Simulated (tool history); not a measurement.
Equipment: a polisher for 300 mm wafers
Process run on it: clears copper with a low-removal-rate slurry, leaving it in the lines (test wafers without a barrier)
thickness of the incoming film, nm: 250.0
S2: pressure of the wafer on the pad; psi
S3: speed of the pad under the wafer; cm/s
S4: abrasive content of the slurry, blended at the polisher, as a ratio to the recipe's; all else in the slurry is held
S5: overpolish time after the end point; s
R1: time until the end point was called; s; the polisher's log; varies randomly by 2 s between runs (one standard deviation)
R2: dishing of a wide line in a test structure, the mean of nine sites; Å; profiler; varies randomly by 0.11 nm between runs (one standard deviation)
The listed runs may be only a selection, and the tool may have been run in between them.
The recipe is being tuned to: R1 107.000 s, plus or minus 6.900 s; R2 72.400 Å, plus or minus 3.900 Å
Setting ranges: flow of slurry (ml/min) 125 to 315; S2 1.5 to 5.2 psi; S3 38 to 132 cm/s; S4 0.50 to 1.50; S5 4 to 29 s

{"run": 1, "hour": 0.0, "flow of slurry (ml/min)": 205, "S2": 3.3, "S3": 84, "S4": 1.0, "S5": 15, "R1": 89.009, "R2": 291.97}
{"run": 2, "hour": 3.3, "flow of slurry (ml/min)": 205, "S2": 3.3, "S3": 102, "S4": 1.0, "S5": 15, "R1": 75.621, "R2": 331.67}
{"run": 3, "hour": 6.7, "flow of slurry (ml/min)": 190, "S2": 2.9, "S3": 102, "S4": 0.9, "S5": 12, "R1": 84.909, "R2": 239.52}
{"run": 4, "hour": 15.4, "flow of slurry (ml/min)": 175, "S2": 2.6, "S3": 102, "S4": 0.8, "S5": 10, "R1": 98.086, "R2": 187.96}
{"run": 5, "hour": 17.5, "flow of slurry (ml/min)": 175, "S2": 2.6, "S3": 102, "S4": 0.8, "S5": 16, "R1": 97.487, "R2": 274.1}
{"run": 6, "hour": 18.9, "flow of slurry (ml/min)": 175, "S2": 2.6, "S3": 90, "S4": 0.8, "S5": 16, "R1": 110.63, "R2": 254.51}
{"run": 7, "hour": 23.0, "flow of slurry (ml/min)": 165, "S2": 2.3, "S3": 94, "S4": 0.75, "S5": 13, "R1": 117.06, "R2": 194.18}
{"run": 8, "hour": 27.4, "flow of slurry (ml/min)": 155, "S2": 2.1, "S3": 98, "S4": 0.7, "S5": 11, "R1": 125.05, "R2": 165.33}
{"run": 9, "hour": 29.3, "flow of slurry (ml/min)": 195, "S2": 2.0, "S3": 98, "S4": 0.65, "S5": 9, "R1": 127.7, "R2": 131.21}
{"run": 10, "hour": 36.2, "flow of slurry (ml/min)": 250, "S2": 1.5, "S3": 116, "S4": 0.5, "S5": 4, "R1": 142.86, "R2": 52.803}
{"run": 11, "hour": 38.1, "flow of slurry (ml/min)": 250, "S2": 1.5, "S3": 116, "S4": 0.5, "S5": 4, "R1": 146.41, "R2": 53.924}
{"run": 12, "hour": 46.6, "flow of slurry (ml/min)": 245, "S2": 1.6, "S3": 120, "S4": 0.5, "S5": 4, "R1": 133.02, "R2": 56.373}
{"run": 13, "hour": 55.5, "flow of slurry (ml/min)": 245, "S2": 2.4, "S3": 120, "S4": 0.5, "S5": 6, "R1": 105.39, "R2": 109.16}
{"run": 14, "hour": 61.8, "flow of slurry (ml/min)": 260, "S2": 2.3, "S3": 122, "S4": 0.5, "S5": 6, "R1": 105.15, "R2": 109.73}
{"run": 15, "hour": 67.2, "flow of slurry (ml/min)": 260, "S2": 2.2, "S3": 124, "S4": 0.55, "S5": 6, "R1": 103.22, "R2": 112.04}
{"run": 16, "hour": 75.5, "flow of slurry (ml/min)": 235, "S2": 2.1, "S3": 126, "S4": 0.55, "S5": 6, "R1": 102.81, "R2": 108.01}
{"run": 17, "hour": 79.8, "flow of slurry (ml/min)": 250, "S2": 2.0, "S3": 128, "S4": 0.55, "S5": 6, "R1": 106.05, "R2": 108.02}
{"run": 18, "hour": 88.0, "flow of slurry (ml/min)": 265, "S2": 2.0, "S3": 128, "S4": 0.55, "S5": 6, "R1": 105.94, "R2": 107.91}
{"run": 19, "hour": 93.7, "flow of slurry (ml/min)": 235, "S2": 1.9, "S3": 128, "S4": 0.55, "S5": 6, "R1": 105.51, "R2": 99.987}
{"run": 20, "hour": 102.0, "flow of slurry (ml/min)": 220, "S2": 1.8, "S3": 128, "S4": 0.55, "S5": 6, "R1": 119.25, "R2": 99.236}
{"run": 21, "hour": 108.1, "flow of slurry (ml/min)": 275, "S2": 1.7, "S3": 110, "S4": 0.55, "S5": 4, "R1": 132.95, "R2": 59.035}
{"run": 22, "hour": 114.6, "flow of slurry (ml/min)": 285, "S2": 1.8, "S3": 112, "S4": 0.55, "S5": 4, "R1": 126.7, "R2": 60.586}
{"run": 23, "hour": 116.7, "flow of slurry (ml/min)": 290, "S2": 1.9, "S3": 112, "S4": 0.55, "S5": 4, "R1": 122.67, "R2": 64.618}
{"run": 24, "hour": 118.2, "flow of slurry (ml/min)": 295, "S2": 1.9, "S3": 112, "S4": 0.55, "S5": 4, "R1": 124.72, "R2": 63.165}
{"run": 25, "hour": 123.2, "flow of slurry (ml/min)": 300, "S2": 1.9, "S3": 114, "S4": 0.55, "S5": 4, "R1": 116.83, "R2": 64.819}
{"run": 26, "hour": 126.6, "flow of slurry (ml/min)": 305, "S2": 2.0, "S3": 114, "S4": 0.55, "S5": 4, "R1": 116.84, "R2": 68.086}
{"run": 27, "hour": 131.8, "flow of slurry (ml/min)": 305, "S2": 2.0, "S3": 116, "S4": 0.55, "S5": 4, "R1": 111.76, "R2": 67.71}

Which one of the following 4 next-run settings gets every result inside its allowed miss? There is exactly one.
{"run": "A", "hour": 137.0, "flow of slurry (ml/min)": 280, "S2": 2.1, "S3": 100, "S4": 0.65, "S5": 4, "R1": "?", "R2": "?"}
{"run": "B", "hour": 137.0, "flow of slurry (ml/min)": 315, "S2": 1.8, "S3": 116, "S4": 0.55, "S5": 4, "R1": "?", "R2": "?"}
{"run": "C", "hour": 137.0, "flow of slurry (ml/min)": 310, "S2": 2.2, "S3": 120, "S4": 0.5, "S5": 4, "R1": "?", "R2": "?"}
{"run": "D", "hour": 137.0, "flow of slurry (ml/min)": 290, "S2": 1.5, "S3": 114, "S4": 0.75, "S5": 5, "R1": "?", "R2": "?"}

move=A R1=116.370 R2=65.802
move=B R1=119.670 R2=63.961
move=C R1=106.280 R2=71.791
move=D R1=121.360 R2=77.852
A: misses by more than the last run did
B: misses by more than the last run did
C: in spec on every target
D: pushes the last run's worst result past its target
Answer: C
